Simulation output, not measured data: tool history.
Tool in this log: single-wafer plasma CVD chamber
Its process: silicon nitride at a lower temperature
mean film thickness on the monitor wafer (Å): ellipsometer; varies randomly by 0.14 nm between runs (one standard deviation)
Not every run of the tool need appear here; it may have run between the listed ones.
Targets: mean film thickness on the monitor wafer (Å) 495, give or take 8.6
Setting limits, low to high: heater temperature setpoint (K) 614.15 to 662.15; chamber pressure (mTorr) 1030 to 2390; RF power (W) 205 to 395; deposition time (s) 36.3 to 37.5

run,hour,heater temperature setpoint (K),chamber pressure (mTorr),RF power (W),deposition time (s),mean film thickness on the monitor wafer (Å)
1,0,638.15,1710,300,36.3,425.95
2,5.7,638.15,1710,300,36.3,424.57
3,6.4,638.15,1830,305,36.3,437.39
4,8.5,627.15,1830,305,36.3,437.61
5,10.2,627.15,1830,305,36.3,437.42
6,16.2,627.15,1830,270,36.3,399.65
7,17.1,627.15,2170,320,36.6,477.24
8,21.3,627.15,2200,320,36.6,478.39
9,23.9,627.15,2230,320,36.6,482.09
# hour 29.8: capacitance manometer re-zeroed and calibrated
10,29.8,627.15,2230,320,36.6,475.26
11,34.7,627.15,2250,325,36.6,483.98
12,36.3,627.15,2270,325,36.6,482.91
13,38.9,627.15,2280,325,36.6,483.03

Exactly one of the 4 candidate moves below puts every result within its allowed miss. Which one?
A,41.5,631.15,1990,335,37.5,?
B,41.5,634.15,2320,305,37.5,?
C,41.5,631.15,2290,305,37,?
D,41.5,625.15,2300,305,36.3,?

move,mean film thickness on the monitor wafer (Å)
A,492.65
B,474.13
C,466.96
D,459.5
A: meets every target
B: its largest miss is bigger than the last run's
C: its largest miss is bigger than the last run's
D: its largest miss is bigger than the last run's
So the answer is move A, the one that meets all the targets.
